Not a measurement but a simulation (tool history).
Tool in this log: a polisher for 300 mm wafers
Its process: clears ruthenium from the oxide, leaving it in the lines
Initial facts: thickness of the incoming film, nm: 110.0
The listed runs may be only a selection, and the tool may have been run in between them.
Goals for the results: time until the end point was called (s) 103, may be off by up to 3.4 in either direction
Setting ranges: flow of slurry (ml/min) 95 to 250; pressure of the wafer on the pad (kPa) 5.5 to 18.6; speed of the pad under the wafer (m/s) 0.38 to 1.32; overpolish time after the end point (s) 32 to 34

run  hour  flow of slurry (ml/min)  pressure of the wafer on the pad (kPa)  speed of the pad under the wafer (m/s)  overpolish time after the end point (s)  time until the end point was called (s)
  1     0                      160                                    11.7                                    0.84                                       32                                   138.36
  2   5.9                      165                                    12.4                                    0.84                                       32                                   133.93
  3   7.1                      165                                    12.4                                    0.84                                       34                                   134.64
  4  11.8                      165                                      11                                    0.84                                       34                                   145.65
  5  14.3                      165                                      11                                    0.92                                       34                                   135.53
  6  21.3                      140                                      11                                    0.92                                       34                                   138.85
  7  25.4                      145                                    11.7                                    0.92                                       34                                   129.43
  8  31.9                      145                                    12.4                                    0.92                                       34                                   127.62
  9  40.4                      175                                    15.9                                    0.94                                       34                                       99

Exactly one of the 4 candidate moves below puts every result within its allowed miss. Which one?
  A  48.9                      175                                    13.8                                    1.02                                       32                                        ?
  B  48.9                      190                                    15.9                                    0.98                                       34                                        ?
  C  48.9                      160                                    14.5                                    1.08                                       34                                        ?
  D  48.9                      170                                    17.2                                    0.94                                       33                                        ?

move  time until the end point was called (s)
   A                                   100.89
   B                                   93.014
   C                                   93.374
   D                                   92.332
A: all results in spec
B: further off than the last run
C: further off than the last run
D: further off than the last run
Move A is the one to make.
